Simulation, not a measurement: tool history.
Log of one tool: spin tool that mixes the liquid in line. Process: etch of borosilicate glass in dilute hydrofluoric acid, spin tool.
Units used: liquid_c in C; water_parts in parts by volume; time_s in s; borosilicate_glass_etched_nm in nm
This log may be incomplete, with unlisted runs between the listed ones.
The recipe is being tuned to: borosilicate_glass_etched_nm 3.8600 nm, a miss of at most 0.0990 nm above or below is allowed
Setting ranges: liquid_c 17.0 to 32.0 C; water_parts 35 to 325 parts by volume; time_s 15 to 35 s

run 1 day=0.000 | liquid_c=24.0 water_parts=180 time_s=35 | borosilicate_glass_etched_nm=6.0709
run 2 day=0.254 | liquid_c=22.0 water_parts=190 time_s=35 | borosilicate_glass_etched_nm=5.2681
run 3 day=0.408 | liquid_c=22.0 water_parts=145 time_s=35 | borosilicate_glass_etched_nm=7.2193
run 4 day=0.512 | liquid_c=20.5 water_parts=165 time_s=35 | borosilicate_glass_etched_nm=5.8657
run 5 day=0.667 | liquid_c=20.5 water_parts=165 time_s=35 | borosilicate_glass_etched_nm=5.8135
run 6 day=0.846 | liquid_c=18.0 water_parts=165 time_s=35 | borosilicate_glass_etched_nm=5.2930
run 7 day=1.217 | liquid_c=17.5 water_parts=175 time_s=35 | borosilicate_glass_etched_nm=4.8639
run 8 day=1.346 | liquid_c=17.5 water_parts=185 time_s=35 | borosilicate_glass_etched_nm=4.5612
run 9 day=1.425 | liquid_c=17.5 water_parts=190 time_s=35 | borosilicate_glass_etched_nm=4.4193
run 10 day=1.617 | liquid_c=17.5 water_parts=190 time_s=35 | borosilicate_glass_etched_nm=4.4071
run 11 day=1.700 | liquid_c=17.5 water_parts=195 time_s=35 | borosilicate_glass_etched_nm=4.3004
run 12 day=1.858 | liquid_c=17.5 water_parts=200 time_s=35 | borosilicate_glass_etched_nm=4.1630
run 13 day=2.012 | liquid_c=17.5 water_parts=205 time_s=35 | borosilicate_glass_etched_nm=4.0165
run 14 day=2.108 | liquid_c=17.5 water_parts=205 time_s=35 | borosilicate_glass_etched_nm=3.9858

Which one of the following 4 next-run settings gets every result inside its allowed miss? There is exactly one.
run A day=2.204 | liquid_c=17.0 water_parts=195 time_s=35 | borosilicate_glass_etched_nm=?
run B day=2.204 | liquid_c=17.0 water_parts=175 time_s=30 | borosilicate_glass_etched_nm=?
run C day=2.204 | liquid_c=18.0 water_parts=190 time_s=30 | borosilicate_glass_etched_nm=?
run D day=2.204 | liquid_c=18.5 water_parts=100 time_s=15 | borosilicate_glass_etched_nm=?

move=A borosilicate_glass_etched_nm=4.1638
move=B borosilicate_glass_etched_nm=4.0516
move=C borosilicate_glass_etched_nm=3.8296
move=D borosilicate_glass_etched_nm=4.0652
A: lands further from the targets than the last run did
B: lands further from the targets than the last run did
C: all results in spec
D: lands further from the targets than the last run did
C meets every target.
